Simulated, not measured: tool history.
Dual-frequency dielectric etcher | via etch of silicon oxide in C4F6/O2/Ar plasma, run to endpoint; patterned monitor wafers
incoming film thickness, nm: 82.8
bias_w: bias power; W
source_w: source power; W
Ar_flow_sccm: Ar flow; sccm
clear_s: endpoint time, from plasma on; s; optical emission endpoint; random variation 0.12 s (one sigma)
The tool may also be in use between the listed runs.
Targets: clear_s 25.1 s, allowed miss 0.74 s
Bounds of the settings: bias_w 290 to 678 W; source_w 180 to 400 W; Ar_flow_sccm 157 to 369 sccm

run	hour	bias_w	source_w	Ar_flow_sccm	clear_s
1	0	484	290	263	21.622
2	2.6	543	290	263	21.108
3	8.2	543	290	219	20.852
4	10.2	511	270	221	21.782
5	10.8	430	270	221	22.443
6	14.2	415	260	224	23.326
7	17.4	402	250	225	23.909
8	21.9	394	250	226	23.779
9	30.7	384	250	227	23.865
10	38.1	376	250	228	24.027

4 next moves are on the table. One of them brings every result within its allowed miss. Which?
A	45.5	293	290	277	?
B	45.5	459	240	231	?
C	45.5	395	260	216	?
D	45.5	343	230	207	?

move	clear_s
A	23.661
B	23.677
C	23.281
D	25.262
A: further off than the last run
B: further off than the last run
C: further off than the last run
D: meets every target
Answer: D
